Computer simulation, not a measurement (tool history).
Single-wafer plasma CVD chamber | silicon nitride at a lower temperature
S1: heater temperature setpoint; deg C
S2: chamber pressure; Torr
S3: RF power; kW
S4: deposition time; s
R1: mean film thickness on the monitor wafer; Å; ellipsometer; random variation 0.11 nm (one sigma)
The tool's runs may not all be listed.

run,day,S1,S2,S3,S4,R1
1,0,340,1.51,0.34,28.3,365.22
2,0.358,340,1.43,0.335,28.3,357.68
3,0.571,333,1.43,0.335,28.3,358.15
4,0.892,333,1.37,0.33,28.3,350.18
5,1.171,333,1.32,0.325,28.3,340.34
6,1.279,333,1.56,0.325,28.3,358.57

The next listed run, before its measurement:
7,1.317,333,1.49,0.32,28.3,?

{"run 7": {"R1": 350.14}}
